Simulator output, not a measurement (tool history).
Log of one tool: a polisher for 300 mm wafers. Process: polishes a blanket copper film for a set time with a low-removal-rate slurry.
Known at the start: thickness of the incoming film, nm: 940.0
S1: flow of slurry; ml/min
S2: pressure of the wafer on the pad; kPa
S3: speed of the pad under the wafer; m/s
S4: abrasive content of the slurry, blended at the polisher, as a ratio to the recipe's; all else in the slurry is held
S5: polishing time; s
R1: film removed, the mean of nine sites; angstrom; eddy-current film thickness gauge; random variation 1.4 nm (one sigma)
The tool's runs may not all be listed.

| run | day | S1 | S2 | S3 | S4 | S5 | R1 |
|---|---|---|---|---|---|---|---|
| 1 | 0 | 155 | 17.9 | 1.42 | 1 | 45 | 1860.6 |
| 2 | 0.071 | 160 | 17.9 | 1.42 | 1 | 45 | 1884.6 |
| 3 | 0.167 | 165 | 17.9 | 1.42 | 1 | 45 | 1863.2 |
| 4 | 0.196 | 165 | 18.6 | 1.42 | 1 | 45 | 1951.2 |
| 5 | 0.475 | 170 | 18.6 | 1.42 | 1 | 45 | 1943.2 |
| 6 | 0.696 | 170 | 20 | 1.42 | 1 | 45 | 2115.3 |

The next listed run, before its measurement:
| 7 | 0.742 | 175 | 20 | 1.42 | 1 | 45 | ? |

{"run 7": {"R1": 2121.7}}

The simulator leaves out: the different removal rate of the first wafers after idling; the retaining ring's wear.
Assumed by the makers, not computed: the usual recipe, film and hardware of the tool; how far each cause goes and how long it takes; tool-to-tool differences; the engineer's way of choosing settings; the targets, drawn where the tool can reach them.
